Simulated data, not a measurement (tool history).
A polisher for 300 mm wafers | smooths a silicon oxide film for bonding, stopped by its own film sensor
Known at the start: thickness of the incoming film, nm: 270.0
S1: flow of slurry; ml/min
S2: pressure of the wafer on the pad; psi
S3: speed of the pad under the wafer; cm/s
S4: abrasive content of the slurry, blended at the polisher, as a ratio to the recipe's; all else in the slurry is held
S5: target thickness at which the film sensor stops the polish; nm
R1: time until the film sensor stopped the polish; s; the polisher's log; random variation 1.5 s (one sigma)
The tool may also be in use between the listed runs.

run,hour,S1,S2,S3,S4,S5,R1
1,0.0,170,2.0,110,1.0,220,66.056
2,7.8,195,2.0,110,1.0,220,63.616
3,10.8,195,2.0,88,1.0,220,71.254
4,16.5,195,2.0,88,1.0,220,75.156
5,24.3,195,2.4,88,1.0,220,63.090
6,28.3,195,2.2,86,1.0,220,66.199
7,34.4,195,2.0,84,1.0,220,74.520
8,38.0,195,1.9,82,1.0,220,76.817

The next listed run, before its measurement:
9,41.0,195,1.8,80,1.0,220,?

R1: 82.372 s

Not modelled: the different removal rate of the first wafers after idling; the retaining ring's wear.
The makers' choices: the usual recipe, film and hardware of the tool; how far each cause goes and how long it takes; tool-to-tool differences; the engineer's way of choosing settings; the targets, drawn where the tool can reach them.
